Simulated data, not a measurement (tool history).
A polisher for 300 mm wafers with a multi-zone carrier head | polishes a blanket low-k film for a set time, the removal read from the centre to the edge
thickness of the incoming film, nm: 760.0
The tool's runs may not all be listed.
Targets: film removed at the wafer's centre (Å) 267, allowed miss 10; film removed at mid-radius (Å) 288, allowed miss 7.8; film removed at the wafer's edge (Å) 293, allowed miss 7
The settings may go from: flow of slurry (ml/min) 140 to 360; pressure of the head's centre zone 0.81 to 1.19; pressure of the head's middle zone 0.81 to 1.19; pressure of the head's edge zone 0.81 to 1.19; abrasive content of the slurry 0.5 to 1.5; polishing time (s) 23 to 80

| run | hour | flow of slurry (ml/min) | pressure of the head's centre zone | pressure of the head's middle zone | pressure of the head's edge zone | abrasive content of the slurry | polishing time (s) | film removed at the wafer's centre (Å) | film removed at mid-radius (Å) | film removed at the wafer's edge (Å) |
|---|---|---|---|---|---|---|---|---|---|---|
| 1 | 0 | 230 | 1 | 1 | 1 | 1 | 51 | 243.14 | 233.65 | 236.25 |
| 2 | 1.4 | 240 | 0.99 | 1.02 | 1.04 | 1.05 | 51 | 240.12 | 240.93 | 244.46 |
| 3 | 4.4 | 240 | 0.99 | 1.02 | 1.1 | 1.05 | 51 | 245.76 | 242.8 | 254.04 |
| 4 | 12.1 | 245 | 0.99 | 1.04 | 1.12 | 1.1 | 51 | 245.35 | 252.41 | 262.42 |
| 5 | 15.1 | 255 | 1 | 1.05 | 1.14 | 1.15 | 51 | 257.88 | 258.76 | 267.94 |
| 6 | 19 | 260 | 0.99 | 1.06 | 1.15 | 1.2 | 51 | 260.59 | 260.74 | 268.16 |
| 7 | 24.3 | 255 | 0.97 | 1.07 | 1.16 | 1.25 | 51 | 255.21 | 263.97 | 273.12 |
| 8 | 32.3 | 255 | 0.96 | 1.08 | 1.17 | 1.3 | 51 | 255.41 | 271.89 | 277.85 |

Which of these 5 next moves meets every target?
| A | 40.3 | 280 | 1.01 | 1.1 | 1.08 | 1.15 | 50 | ? | ? | ? |
| B | 40.3 | 255 | 0.87 | 1.03 | 1.19 | 1.3 | 54 | ? | ? | ? |
| C | 40.3 | 305 | 0.92 | 1.05 | 1.12 | 1.3 | 54 | ? | ? | ? |
| D | 40.3 | 270 | 1.07 | 1.16 | 1.03 | 1.45 | 50 | ? | ? | ? |
| E | 40.3 | 280 | 0.98 | 1.12 | 1.13 | 1.35 | 50 | ? | ? | ? |

| move | film removed at the wafer's centre (Å) | film removed at mid-radius (Å) | film removed at the wafer's edge (Å) |
|---|---|---|---|
| A | 256.32 | 262.47 | 257.53 |
| B | 252.86 | 276.05 | 301.87 |
| C | 268.83 | 284.95 | 295.91 |
| D | 287.17 | 293.68 | 268.95 |
| E | 262.74 | 279.89 | 276.61 |
A: further off than the last run
B: takes the result that was furthest off past its target
C: meets every target
D: further off than the last run
E: further off than the last run
Answer: C
